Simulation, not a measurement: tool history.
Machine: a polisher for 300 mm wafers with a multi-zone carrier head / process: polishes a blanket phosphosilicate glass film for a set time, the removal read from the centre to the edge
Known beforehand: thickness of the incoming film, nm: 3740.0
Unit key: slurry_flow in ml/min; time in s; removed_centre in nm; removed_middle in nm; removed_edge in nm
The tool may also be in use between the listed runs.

{"run": 1, "day": 0.0, "slurry_flow": 120, "centre_zone": 1, "middle_zone": 1, "edge_zone": 1, "slurry_solids": 1, "time": 79, "removed_centre": 1062.8, "removed_middle": 1051.6, "removed_edge": 1064.9}
{"run": 2, "day": 0.196, "slurry_flow": 95, "centre_zone": 1, "middle_zone": 1, "edge_zone": 1, "slurry_solids": 1, "time": 79, "removed_centre": 989.5, "removed_middle": 985.09, "removed_edge": 1013.3}
{"run": 3, "day": 0.254, "slurry_flow": 95, "centre_zone": 1, "middle_zone": 0.95, "edge_zone": 1, "slurry_solids": 1, "time": 79, "removed_centre": 978.09, "removed_middle": 952.33, "removed_edge": 1015.5}
{"run": 4, "day": 0.346, "slurry_flow": 95, "centre_zone": 1, "middle_zone": 0.95, "edge_zone": 1, "slurry_solids": 1.2, "time": 79, "removed_centre": 1056, "removed_middle": 1045.2, "removed_edge": 1069.5}
{"run": 5, "day": 0.633, "slurry_flow": 115, "centre_zone": 1.02, "middle_zone": 0.97, "edge_zone": 0.97, "slurry_solids": 1.2, "time": 79, "removed_centre": 1149.8, "removed_middle": 1105.3, "removed_edge": 1097.9}
{"run": 6, "day": 0.783, "slurry_flow": 115, "centre_zone": 1.02, "middle_zone": 0.97, "edge_zone": 1.03, "slurry_solids": 1.2, "time": 79, "removed_centre": 1155.4, "removed_middle": 1114.9, "removed_edge": 1132.2}

For run 7, what comes out?
{"run": 7, "day": 0.846, "slurry_flow": 125, "centre_zone": 1.04, "middle_zone": 0.99, "edge_zone": 1, "slurry_solids": 1.2, "time": 79, "removed_centre": "?", "removed_middle": "?", "removed_edge": "?"}

removed_centre: 1192.5 nm
removed_middle: 1163.9 nm
removed_edge: 1134 nm

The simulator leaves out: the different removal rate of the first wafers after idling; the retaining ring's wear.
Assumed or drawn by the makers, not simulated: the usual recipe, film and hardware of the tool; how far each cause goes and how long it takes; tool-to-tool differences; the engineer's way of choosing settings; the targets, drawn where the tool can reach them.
